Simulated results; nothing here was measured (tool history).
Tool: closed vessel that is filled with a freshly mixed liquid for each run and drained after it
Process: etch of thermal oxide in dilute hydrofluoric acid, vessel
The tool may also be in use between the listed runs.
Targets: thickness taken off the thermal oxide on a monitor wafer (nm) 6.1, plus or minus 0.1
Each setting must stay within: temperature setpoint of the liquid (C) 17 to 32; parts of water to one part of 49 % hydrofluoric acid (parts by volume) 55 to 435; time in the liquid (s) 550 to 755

| run | day | temperature setpoint of the liquid (C) | parts of water to one part of 49 % hydrofluoric acid (parts by volume) | time in the liquid (s) | thickness taken off the thermal oxide on a monitor wafer (nm) |
|---|---|---|---|---|---|
| 1 | 0 | 24 | 245 | 755 | 11.518 |
| 2 | 0.142 | 24 | 245 | 755 | 11.459 |
| 3 | 0.208 | 24 | 245 | 550 | 8.3501 |
| 4 | 0.45 | 24 | 245 | 755 | 11.471 |
| 5 | 0.812 | 24 | 170 | 755 | 17.905 |
| 6 | 0.879 | 22 | 205 | 755 | 13.294 |
| 7 | 1.238 | 20.5 | 230 | 755 | 10.95 |
| 8 | 1.504 | 19.5 | 250 | 755 | 9.5007 |
| 9 | 1.592 | 19 | 265 | 755 | 8.6923 |
| 10 | 1.779 | 18.5 | 280 | 755 | 7.9428 |

Which single option among these 5 for the next run brings every result within its allowed miss of target? Just one does.
| A | 1.967 | 17.5 | 305 | 625 | ? |
| B | 1.967 | 17 | 305 | 660 | ? |
| C | 1.967 | 17 | 295 | 655 | ? |
| D | 1.967 | 19 | 330 | 675 | ? |
| E | 1.967 | 19 | 310 | 705 | ? |

| move | thickness taken off the thermal oxide on a monitor wafer (nm) |
|---|---|
| A | 5.692 |
| B | 5.8986 |
| C | 6.1031 |
| D | 5.8798 |
| E | 6.6506 |
A: takes the biggest miss from the last run beyond its target
B: takes the biggest miss from the last run beyond its target
C: meets every target
D: takes the biggest miss from the last run beyond its target
E: gains on the last run, yet a result remains outside its allowed miss
Go with C: it meets all targets.
